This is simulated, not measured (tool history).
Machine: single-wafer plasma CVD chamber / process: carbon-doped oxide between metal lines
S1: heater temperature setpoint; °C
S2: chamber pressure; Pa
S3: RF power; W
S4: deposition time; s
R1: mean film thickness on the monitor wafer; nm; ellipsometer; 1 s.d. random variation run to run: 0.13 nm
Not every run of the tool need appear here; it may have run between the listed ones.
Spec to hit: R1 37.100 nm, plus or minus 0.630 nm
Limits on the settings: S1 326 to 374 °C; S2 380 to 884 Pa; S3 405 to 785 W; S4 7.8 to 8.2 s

run 1 hour=0.0 | S1=350 S2=632 S3=595 S4=8.2 | R1=46.024
run 2 hour=8.8 | S1=341 S2=632 S3=595 S4=8.2 | R1=47.329
run 3 hour=11.4 | S1=341 S2=567 S3=595 S4=8.2 | R1=46.540
run 4 hour=14.4 | S1=341 S2=521 S3=595 S4=8.2 | R1=46.039
run 5 hour=21.3 | S1=341 S2=521 S3=530 S4=8.2 | R1=41.824
run 6 hour=29.8 | S1=341 S2=521 S3=530 S4=7.8 | R1=39.775
run 7 hour=31.4 | S1=343 S2=505 S3=530 S4=7.8 | R1=39.479
run 8 hour=37.5 | S1=345 S2=493 S3=530 S4=7.8 | R1=39.105
run 9 hour=45.3 | S1=345 S2=493 S3=530 S4=7.8 | R1=39.026
run 10 hour=50.1 | S1=347 S2=484 S3=530 S4=7.8 | R1=38.639
run 11 hour=56.9 | S1=348 S2=477 S3=530 S4=7.8 | R1=38.630
run 12 hour=61.8 | S1=356 S2=405 S3=515 S4=7.8 | R1=36.241
run 13 hour=64.0 | S1=356 S2=405 S3=515 S4=7.8 | R1=36.322
run 14 hour=70.7 | S1=355 S2=411 S3=515 S4=7.8 | R1=36.155

Which single option among these 5 for the next run brings every result within its allowed miss of target? Just one does.
run A hour=77.4 | S1=352 S2=528 S3=480 S4=7.8 | R1=?
run B hour=77.4 | S1=359 S2=393 S3=475 S4=8.2 | R1=?
run C hour=77.4 | S1=354 S2=380 S3=505 S4=8.1 | R1=?
run D hour=77.4 | S1=359 S2=380 S3=495 S4=7.8 | R1=?
run E hour=77.4 | S1=354 S2=380 S3=485 S4=7.8 | R1=?

move=A R1=34.959
move=B R1=34.679
move=C R1=36.873
move=D R1=34.454
move=E R1=34.122
A: further off than the last run
B: further off than the last run
C: every result within its allowed miss
D: further off than the last run
E: further off than the last run
Move C is the one to make.

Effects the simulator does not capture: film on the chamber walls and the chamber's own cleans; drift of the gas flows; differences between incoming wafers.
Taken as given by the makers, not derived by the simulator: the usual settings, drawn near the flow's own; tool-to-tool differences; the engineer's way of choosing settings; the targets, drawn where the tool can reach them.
